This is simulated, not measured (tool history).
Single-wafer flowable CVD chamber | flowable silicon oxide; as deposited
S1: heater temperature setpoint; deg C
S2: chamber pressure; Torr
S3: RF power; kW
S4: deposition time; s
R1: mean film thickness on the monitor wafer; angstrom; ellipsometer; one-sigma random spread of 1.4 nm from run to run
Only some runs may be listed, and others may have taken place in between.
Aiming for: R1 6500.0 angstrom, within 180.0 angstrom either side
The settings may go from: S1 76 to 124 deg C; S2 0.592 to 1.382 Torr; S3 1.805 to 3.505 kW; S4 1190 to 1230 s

Run 1, hour 0.0: S1 100 deg C, S2 0.987 Torr, S3 2.655 kW, S4 1190 s. Result: R1 10201.0 angstrom.
Run 2, hour 6.3: S1 102 deg C, S2 0.986 Torr, S3 2.655 kW, S4 1190 s. Result: R1 9506.2 angstrom.
Run 3, hour 9.9: S1 102 deg C, S2 0.986 Torr, S3 2.435 kW, S4 1190 s. Result: R1 9318.8 angstrom.
Run 4, hour 12.0: S1 102 deg C, S2 0.986 Torr, S3 2.435 kW, S4 1190 s. Result: R1 9304.9 angstrom.
Run 5, hour 21.0: S1 103 deg C, S2 0.985 Torr, S3 2.435 kW, S4 1190 s. Result: R1 8983.9 angstrom.
Run 6, hour 24.8: S1 103 deg C, S2 0.985 Torr, S3 2.795 kW, S4 1190 s. Result: R1 9177.8 angstrom.
Run 7, hour 30.2: S1 104 deg C, S2 0.985 Torr, S3 2.795 kW, S4 1190 s. Result: R1 8859.4 angstrom.
Run 8, hour 39.1: S1 115 deg C, S2 0.981 Torr, S3 2.795 kW, S4 1190 s. Result: R1 6034.6 angstrom.
Run 9, hour 48.2: S1 114 deg C, S2 0.981 Torr, S3 2.795 kW, S4 1190 s. Result: R1 6245.6 angstrom.

Which one of the following 5 next-run settings gets every result inside its allowed miss? There is exactly one.
Run A, hour 57.3: S1 112 deg C, S2 0.889 Torr, S3 2.595 kW, S4 1190 s. Result: R1 ?.
Run B, hour 57.3: S1 114 deg C, S2 0.984 Torr, S3 2.605 kW, S4 1190 s. Result: R1 ?.
Run C, hour 57.3: S1 117 deg C, S2 1.022 Torr, S3 3.035 kW, S4 1230 s. Result: R1 ?.
Run D, hour 57.3: S1 118 deg C, S2 1.083 Torr, S3 3.035 kW, S4 1220 s. Result: R1 ?.
Run E, hour 57.3: S1 118 deg C, S2 1.157 Torr, S3 2.690 kW, S4 1210 s. Result: R1 ?.

move      R1
   A  6006.7
   B  6200.7
   C  6139.5
   D  6226.9
   E  6465.6
A: misses by more than the last run did
B: misses by more than the last run did
C: misses by more than the last run did
D: misses by more than the last run did
E: every result lands within tolerance
E meets every target.
